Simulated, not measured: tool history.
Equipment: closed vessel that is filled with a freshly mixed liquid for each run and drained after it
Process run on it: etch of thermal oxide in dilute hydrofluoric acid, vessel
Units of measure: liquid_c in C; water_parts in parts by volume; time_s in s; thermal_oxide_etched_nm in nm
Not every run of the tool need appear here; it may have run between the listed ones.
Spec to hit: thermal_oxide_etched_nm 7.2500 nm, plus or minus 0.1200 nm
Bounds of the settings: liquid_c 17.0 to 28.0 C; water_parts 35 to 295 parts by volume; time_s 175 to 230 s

Run 1, day 0.000: liquid_c 20.0 C, water_parts 165 parts by volume, time_s 230 s. Result: thermal_oxide_etched_nm 5.5712 nm.
Run 2, day 0.338: liquid_c 20.0 C, water_parts 165 parts by volume, time_s 230 s. Result: thermal_oxide_etched_nm 5.5599 nm.
Run 3, day 0.692: liquid_c 22.0 C, water_parts 165 parts by volume, time_s 230 s. Result: thermal_oxide_etched_nm 6.0182 nm.
Run 4, day 0.912: liquid_c 22.0 C, water_parts 165 parts by volume, time_s 230 s. Result: thermal_oxide_etched_nm 5.9771 nm.
Run 5, day 1.038: liquid_c 24.5 C, water_parts 165 parts by volume, time_s 230 s. Result: thermal_oxide_etched_nm 6.6298 nm.
Run 6, day 1.262: liquid_c 25.0 C, water_parts 165 parts by volume, time_s 230 s. Result: thermal_oxide_etched_nm 6.7755 nm.
Run 7, day 1.400: liquid_c 25.5 C, water_parts 165 parts by volume, time_s 230 s. Result: thermal_oxide_etched_nm 6.9114 nm.
Run 8, day 1.667: liquid_c 26.0 C, water_parts 165 parts by volume, time_s 230 s. Result: thermal_oxide_etched_nm 7.0208 nm.

Pick the move, out of 5, that brings all results within their allowed miss; only one does.
Run A, day 1.933: liquid_c 21.0 C, water_parts 145 parts by volume, time_s 230 s. Result: thermal_oxide_etched_nm ?.
Run B, day 1.933: liquid_c 27.0 C, water_parts 135 parts by volume, time_s 180 s. Result: thermal_oxide_etched_nm ?.
Run C, day 1.933: liquid_c 23.5 C, water_parts 150 parts by volume, time_s 220 s. Result: thermal_oxide_etched_nm ?.
Run D, day 1.933: liquid_c 26.0 C, water_parts 170 parts by volume, time_s 230 s. Result: thermal_oxide_etched_nm ?.
Run E, day 1.933: liquid_c 22.5 C, water_parts 150 parts by volume, time_s 225 s. Result: thermal_oxide_etched_nm ?.

move  thermal_oxide_etched_nm
   A                   6.7250
   B                   7.2094
   C                   6.8213
   D                   6.7660
   E                   6.7109
A: further off than the last run
B: every result within its allowed miss
C: further off than the last run
D: further off than the last run
E: further off than the last run
Go with B: it meets all targets.

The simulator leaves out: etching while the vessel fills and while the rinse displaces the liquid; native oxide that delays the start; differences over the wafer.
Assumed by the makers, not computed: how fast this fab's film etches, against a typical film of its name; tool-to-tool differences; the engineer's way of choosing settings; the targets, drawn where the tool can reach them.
